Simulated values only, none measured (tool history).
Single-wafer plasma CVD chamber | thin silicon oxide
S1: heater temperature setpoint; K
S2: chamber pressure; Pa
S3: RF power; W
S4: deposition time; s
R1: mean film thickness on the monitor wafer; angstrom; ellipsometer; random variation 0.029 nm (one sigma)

| run | hour | S1 | S2 | S3 | S4 | R1 |
|---|---|---|---|---|---|---|
| 1 | 0.0 | 683.15 | 92.4 | 280 | 5.17 | 76.169 |
| 2 | 5.9 | 683.15 | 92.4 | 280 | 5.17 | 75.973 |
| 3 | 12.8 | 683.15 | 91.3 | 280 | 5.17 | 75.375 |
| 4 | 17.7 | 683.15 | 90.3 | 280 | 5.17 | 73.841 |
|  | 26.1 | RF generator calibrated |
| 5 | 26.1 | 683.15 | 89.5 | 280 | 5.17 | 74.532 |
| 6 | 30.5 | 683.15 | 89.5 | 280 | 5.33 | 77.009 |

The next listed run, before its measurement:
| 7 | 39.0 | 683.15 | 88.1 | 280 | 5.33 | ? |

Run 7 gave R1 75.529 angstrom.
